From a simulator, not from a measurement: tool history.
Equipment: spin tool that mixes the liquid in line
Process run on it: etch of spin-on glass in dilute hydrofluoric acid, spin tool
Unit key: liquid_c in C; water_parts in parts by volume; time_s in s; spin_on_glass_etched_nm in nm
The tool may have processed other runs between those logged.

run  hour  liquid_c  water_parts  time_s  spin_on_glass_etched_nm
  1     0        21           55      40                   17.881
  2   3.2        21           35      40                   29.164
  3    10      21.5           35      40                   29.448
  4  13.6        22           35      40                   30.878
  5    19        22           50      40                   20.842
  6  20.1        24           50      40                    22.67
  7  22.5        25           50      40                   23.653
  8  26.7        26           50      40                   24.658

What does the tool deliver on the next run?
  9  30.8      26.5           50      40                        ?

Logged for run 9: spin_on_glass_etched_nm 24.333 nm.

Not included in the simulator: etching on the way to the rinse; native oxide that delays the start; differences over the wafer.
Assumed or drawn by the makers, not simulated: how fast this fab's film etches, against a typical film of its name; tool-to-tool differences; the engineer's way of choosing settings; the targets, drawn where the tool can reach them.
